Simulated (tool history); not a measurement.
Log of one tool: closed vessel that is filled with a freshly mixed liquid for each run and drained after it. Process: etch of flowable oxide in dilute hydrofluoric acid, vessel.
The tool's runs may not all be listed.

run,hour,temperature setpoint of the liquid (C),parts of water to one part of 49 % hydrofluoric acid (parts by volume),time in the liquid (s),thickness taken off the flowable oxide on a monitor wafer (nm)
1,0,23,270,35,5.8083
2,1.1,22,300,35,4.9306
3,8.5,21,325,35,4.2964
4,10.8,21,325,35,4.2606
5,18.5,20.5,345,35,3.8204
6,22.5,20,360,35,3.5747
7,29.3,19.5,370,35,3.3709
8,35,19,380,35,3.229

Forecast run 9:
9,36,18.5,390,35,?

Run 9 produced thickness taken off the flowable oxide on a monitor wafer (nm) 3.0977.
